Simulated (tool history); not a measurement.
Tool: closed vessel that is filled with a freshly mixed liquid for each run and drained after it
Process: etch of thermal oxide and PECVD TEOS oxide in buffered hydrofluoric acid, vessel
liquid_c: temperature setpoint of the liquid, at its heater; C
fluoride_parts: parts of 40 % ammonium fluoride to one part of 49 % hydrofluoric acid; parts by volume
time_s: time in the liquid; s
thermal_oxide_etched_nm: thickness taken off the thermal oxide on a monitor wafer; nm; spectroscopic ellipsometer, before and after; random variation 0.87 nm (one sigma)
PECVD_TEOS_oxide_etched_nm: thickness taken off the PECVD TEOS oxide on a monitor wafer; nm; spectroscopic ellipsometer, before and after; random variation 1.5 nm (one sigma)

run	hour	liquid_c	fluoride_parts	time_s	thermal_oxide_etched_nm	PECVD_TEOS_oxide_etched_nm
1	0	21	9.5	60	60.342	79.459
2	7.2	22	9	60	66.355	87.893
3	11.9	19.5	9	60	57.291	76.286
4	18.2	19.5	7	60	75.894	98.31
5	21.9	21	7	60	82.219	108.55
6	30.8	22	7	60	87.516	114.85
7	36.6	23	7	60	91.737	120.18
8	42.2	24	7	60	95.517	126.92
9	46.6	24.5	7	60	100.19	132.53
10	49.4	24.5	7	60	99.839	131.93
11	56.8	25	7	60	100.93	135.09

The next listed run, before its measurement:
12	60.7	29	5	60	?	?

{"run 12": {"thermal_oxide_etched_nm": 170.59, "PECVD_TEOS_oxide_etched_nm": 223.18}}
